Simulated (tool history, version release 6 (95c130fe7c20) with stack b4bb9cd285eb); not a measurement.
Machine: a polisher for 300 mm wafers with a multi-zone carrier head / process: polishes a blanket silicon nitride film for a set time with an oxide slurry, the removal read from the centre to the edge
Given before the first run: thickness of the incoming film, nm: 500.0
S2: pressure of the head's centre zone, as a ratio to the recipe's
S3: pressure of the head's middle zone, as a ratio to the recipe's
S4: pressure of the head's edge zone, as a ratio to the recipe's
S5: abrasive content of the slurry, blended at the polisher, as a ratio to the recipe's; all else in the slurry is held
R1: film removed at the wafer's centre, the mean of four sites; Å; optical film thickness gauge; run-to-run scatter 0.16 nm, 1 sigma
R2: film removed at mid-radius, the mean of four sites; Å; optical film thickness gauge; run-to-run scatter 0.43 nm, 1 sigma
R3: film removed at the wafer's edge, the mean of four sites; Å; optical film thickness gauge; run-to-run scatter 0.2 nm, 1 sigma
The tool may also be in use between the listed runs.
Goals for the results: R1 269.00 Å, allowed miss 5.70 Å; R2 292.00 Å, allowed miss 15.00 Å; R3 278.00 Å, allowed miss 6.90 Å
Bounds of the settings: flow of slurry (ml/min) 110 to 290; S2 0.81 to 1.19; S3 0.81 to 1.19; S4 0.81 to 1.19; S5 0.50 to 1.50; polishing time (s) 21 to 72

Run 1, hour 0.0: flow of slurry (ml/min) 185, S2 1.00, S3 1.00, S4 1.00, S5 1.00, polishing time (s) 46. Result: R1 361.56 Å, R2 361.20 Å, R3 355.72 Å.
Run 2, hour 5.0: flow of slurry (ml/min) 150, S2 1.00, S3 1.00, S4 1.00, S5 1.00, polishing time (s) 46. Result: R1 347.52 Å, R2 355.92 Å, R3 347.49 Å.
Run 3, hour 10.2: flow of slurry (ml/min) 150, S2 0.97, S3 0.98, S4 0.95, S5 0.90, polishing time (s) 46. Result: R1 321.55 Å, R2 336.39 Å, R3 321.88 Å.
Run 4, hour 14.8: flow of slurry (ml/min) 145, S2 0.94, S3 0.95, S4 0.91, S5 0.85, polishing time (s) 46. Result: R1 299.88 Å, R2 304.22 Å, R3 308.74 Å.
Run 5, hour 23.4: flow of slurry (ml/min) 140, S2 0.93, S3 0.96, S4 0.88, S5 0.80, polishing time (s) 46. Result: R1 288.06 Å, R2 302.58 Å, R3 293.47 Å.
Run 6, hour 27.0: flow of slurry (ml/min) 140, S2 0.93, S3 0.96, S4 0.82, S5 0.80, polishing time (s) 46. Result: R1 287.91 Å, R2 298.66 Å, R3 283.45 Å.
Run 7, hour 28.7: flow of slurry (ml/min) 130, S2 0.92, S3 0.96, S4 0.82, S5 0.80, polishing time (s) 46. Result: R1 278.81 Å, R2 298.43 Å, R3 278.99 Å.
Run 8, hour 35.4: flow of slurry (ml/min) 125, S2 0.92, S3 0.96, S4 0.83, S5 0.80, polishing time (s) 46. Result: R1 277.17 Å, R2 286.67 Å, R3 280.55 Å.

Which of these 4 next moves meets every target?
Run A, hour 42.1: flow of slurry (ml/min) 150, S2 0.93, S3 0.99, S4 0.92, S5 0.95, polishing time (s) 39. Result: R1 ?, R2 ?, R3 ?.
Run B, hour 42.1: flow of slurry (ml/min) 205, S2 0.96, S3 1.14, S4 0.81, S5 0.75, polishing time (s) 42. Result: R1 ?, R2 ?, R3 ?.
Run C, hour 42.1: flow of slurry (ml/min) 180, S2 0.95, S3 1.12, S4 0.81, S5 0.75, polishing time (s) 43. Result: R1 ?, R2 ?, R3 ?.
Run D, hour 42.1: flow of slurry (ml/min) 175, S2 0.98, S3 1.00, S4 0.81, S5 0.95, polishing time (s) 38. Result: R1 ?, R2 ?, R3 ?.

move      R1      R2      R3
   A  267.66  281.36  275.95
   B  280.44  318.10  258.86
   C  278.42  315.29  261.63
   D  282.58  283.12  258.37
A: in spec on every target
B: the biggest miss grows against the last run
C: the biggest miss grows against the last run
D: the biggest miss grows against the last run
Answer: A
